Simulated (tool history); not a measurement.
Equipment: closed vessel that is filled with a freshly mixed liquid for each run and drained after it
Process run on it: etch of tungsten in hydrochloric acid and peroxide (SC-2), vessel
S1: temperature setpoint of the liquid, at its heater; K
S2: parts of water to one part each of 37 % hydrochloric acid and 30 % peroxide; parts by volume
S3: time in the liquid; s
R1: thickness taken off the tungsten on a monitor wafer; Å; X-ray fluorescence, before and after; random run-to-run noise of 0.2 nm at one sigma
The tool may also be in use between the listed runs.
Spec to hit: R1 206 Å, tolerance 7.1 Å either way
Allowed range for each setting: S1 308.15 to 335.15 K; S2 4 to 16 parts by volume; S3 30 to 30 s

run	day	S1	S2	S3	R1
1	0	319.15	9	30	71.51
2	0.05	322.65	9	30	92.846
3	0.196	325.15	9	30	110.02
4	0.312	325.15	9	30	109.11
5	0.504	327.15	9	30	122.32
# day 0.754: chemicals flow meter replaced
6	0.754	329.15	9	30	132.69
7	0.888	330.65	8.5	30	151.4
8	0.95	331.65	8.5	30	160.52
9	1.221	332.65	8.5	30	175.29

Which one of the following 4 next-run settings gets every result inside its allowed miss? There is exactly one.
A	1.492	334.65	7	30	?
B	1.492	332.15	6	30	?
C	1.492	329.65	8.5	30	?
D	1.492	330.15	5.5	30	?

move	R1
A	229.6
B	220.86
C	143.54
D	207.49
A: moves the result that the last run missed by most past its target, out the other side
B: moves the result that the last run missed by most past its target, out the other side
C: its largest miss is bigger than the last run's
D: every result lands within tolerance
So the answer is move D, the one that meets all the targets.
